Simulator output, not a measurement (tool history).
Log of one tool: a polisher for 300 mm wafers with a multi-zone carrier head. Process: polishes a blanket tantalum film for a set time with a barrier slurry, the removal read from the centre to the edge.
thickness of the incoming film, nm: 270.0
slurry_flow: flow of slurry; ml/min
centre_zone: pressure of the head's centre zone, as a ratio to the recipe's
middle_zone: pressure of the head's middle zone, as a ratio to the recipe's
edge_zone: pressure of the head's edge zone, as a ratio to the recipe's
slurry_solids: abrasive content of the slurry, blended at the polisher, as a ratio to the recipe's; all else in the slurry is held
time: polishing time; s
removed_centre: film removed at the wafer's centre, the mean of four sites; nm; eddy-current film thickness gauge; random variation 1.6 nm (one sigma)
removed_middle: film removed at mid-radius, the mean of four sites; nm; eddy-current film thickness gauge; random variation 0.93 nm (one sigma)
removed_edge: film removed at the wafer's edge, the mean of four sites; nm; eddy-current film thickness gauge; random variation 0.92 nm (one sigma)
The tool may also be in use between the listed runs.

run 1 hour=0.0 | slurry_flow=250 centre_zone=1.00 middle_zone=1.00 edge_zone=1.00 slurry_solids=1.00 time=46 | removed_centre=95.439 removed_middle=98.113 removed_edge=96.098
run 2 hour=2.9 | slurry_flow=260 centre_zone=1.02 middle_zone=1.04 edge_zone=1.00 slurry_solids=1.00 time=46 | removed_centre=97.895 removed_middle=103.420 removed_edge=94.821
run 3 hour=5.8 | slurry_flow=260 centre_zone=1.07 middle_zone=1.04 edge_zone=1.00 slurry_solids=1.00 time=46 | removed_centre=103.390 removed_middle=102.580 removed_edge=96.768
run 4 hour=14.0 | slurry_flow=260 centre_zone=1.07 middle_zone=1.04 edge_zone=1.04 slurry_solids=1.00 time=46 | removed_centre=103.750 removed_middle=102.560 removed_edge=97.336
run 5 hour=19.3 | slurry_flow=260 centre_zone=1.07 middle_zone=1.04 edge_zone=1.04 slurry_solids=1.00 time=36 | removed_centre=81.143 removed_middle=79.657 removed_edge=76.356
run 6 hour=22.6 | slurry_flow=260 centre_zone=1.07 middle_zone=1.00 edge_zone=1.04 slurry_solids=1.00 time=36 | removed_centre=79.198 removed_middle=78.224 removed_edge=76.282
run 7 hour=25.3 | slurry_flow=260 centre_zone=1.07 middle_zone=1.00 edge_zone=1.04 slurry_solids=1.00 time=36 | removed_centre=81.060 removed_middle=77.395 removed_edge=77.480
run 8 hour=28.6 | slurry_flow=270 centre_zone=1.07 middle_zone=1.04 edge_zone=1.05 slurry_solids=1.10 time=37 | removed_centre=84.698 removed_middle=86.519 removed_edge=81.284
run 9 hour=35.3 | slurry_flow=280 centre_zone=1.09 middle_zone=1.06 edge_zone=1.06 slurry_solids=1.20 time=38 | removed_centre=90.774 removed_middle=91.255 removed_edge=85.450
run 10 hour=37.4 | slurry_flow=290 centre_zone=1.09 middle_zone=1.09 edge_zone=1.06 slurry_solids=1.25 time=39 | removed_centre=95.306 removed_middle=98.210 removed_edge=88.444
run 11 hour=45.7 | slurry_flow=295 centre_zone=1.09 middle_zone=1.11 edge_zone=1.07 slurry_solids=1.30 time=40 | removed_centre=97.500 removed_middle=102.500 removed_edge=93.388

Run 12 comes next. What will it give?
run 12 hour=50.2 | slurry_flow=295 centre_zone=1.09 middle_zone=1.11 edge_zone=1.07 slurry_solids=1.30 time=40 | removed_centre=? removed_middle=? removed_edge=?

removed_centre: 99.893 nm
removed_middle: 102.750 nm
removed_edge: 92.116 nm

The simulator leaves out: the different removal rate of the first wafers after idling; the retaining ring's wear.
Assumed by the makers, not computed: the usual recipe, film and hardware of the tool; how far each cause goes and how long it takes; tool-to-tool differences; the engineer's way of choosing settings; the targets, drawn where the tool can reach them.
